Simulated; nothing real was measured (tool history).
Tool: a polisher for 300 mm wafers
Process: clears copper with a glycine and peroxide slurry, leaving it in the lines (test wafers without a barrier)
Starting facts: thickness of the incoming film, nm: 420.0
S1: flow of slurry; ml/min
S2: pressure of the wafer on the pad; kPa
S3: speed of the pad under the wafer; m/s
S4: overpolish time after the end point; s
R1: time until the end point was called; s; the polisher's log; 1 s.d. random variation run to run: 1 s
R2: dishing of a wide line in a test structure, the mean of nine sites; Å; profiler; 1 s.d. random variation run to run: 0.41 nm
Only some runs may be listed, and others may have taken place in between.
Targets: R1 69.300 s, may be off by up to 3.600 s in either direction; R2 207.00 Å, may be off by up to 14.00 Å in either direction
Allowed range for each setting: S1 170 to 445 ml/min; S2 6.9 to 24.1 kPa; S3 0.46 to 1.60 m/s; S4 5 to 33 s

run,day,S1,S2,S3,S4,R1,R2
1,0.000,285,15.2,1.02,17,79.427,521.78
2,0.288,285,15.2,1.02,20,76.565,593.73
3,0.621,285,15.2,0.88,20,87.958,536.43
4,0.679,305,13.8,0.98,17,85.098,485.59
5,0.821,330,12.4,1.04,15,89.246,415.08
6,0.871,350,11.0,1.14,13,91.656,366.80
7,1.008,370,10.3,1.22,11,90.233,315.34
8,1.338,385,10.3,1.30,10,88.051,300.49
9,1.475,395,10.3,1.36,9,83.187,272.92
10,1.679,445,9.0,1.60,5,85.087,171.53
11,1.717,445,9.7,1.60,5,79.493,175.10
12,1.871,445,12.4,1.60,7,64.529,289.12
13,2.138,445,11.7,1.60,6,67.452,228.64

4 candidate next runs follow, results not yet known. Just one meets every target within its allowed miss. Identify it.
A,2.404,445,13.1,1.58,5,?,?
B,2.404,445,9.7,1.60,5,?,?
C,2.404,370,11.7,1.60,5,?,?
D,2.404,405,10.3,1.60,5,?,?

move,R1,R2
A,62.847,216.20
B,79.621,172.74
C,69.031,197.88
D,75.865,180.90
A: corrects the largest miss of the last run, while another result sits out of spec
B: pushes the last run's worst result past its target
C: all results land within tolerance of their targets
D: pushes the last run's worst result past its target
Move C is the one to make.
